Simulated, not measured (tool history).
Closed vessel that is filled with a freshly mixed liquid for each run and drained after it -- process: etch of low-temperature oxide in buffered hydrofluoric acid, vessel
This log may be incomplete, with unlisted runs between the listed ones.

| run | hour | temperature setpoint of the liquid (°C) | parts of 40 % ammonium fluoride to one part of 49 % hydrofluoric acid (parts by volume) | time in the liquid (s) | thickness taken off the low-temperature oxide on a monitor wafer (nm) |
|---|---|---|---|---|---|
| 1 | 0 | 24 | 15 | 105 | 429.5 |
| 2 | 6.1 | 24 | 12 | 105 | 537.32 |
| 3 | 10.5 | 24 | 8 | 105 | 767.58 |
| 4 | 19.7 | 26 | 8 | 105 | 867.12 |
| 5 | 22.4 | 23.5 | 8 | 105 | 752.86 |
| 6 | 27.2 | 23.5 | 8 | 105 | 760.4 |
| 7 | 34.9 | 21.5 | 8.5 | 105 | 633.05 |

The next listed run, before its measurement:
| 8 | 41.5 | 20.5 | 8.5 | 105 | ? |

Logged for run 8: thickness taken off the low-temperature oxide on a monitor wafer (nm) 598.07.
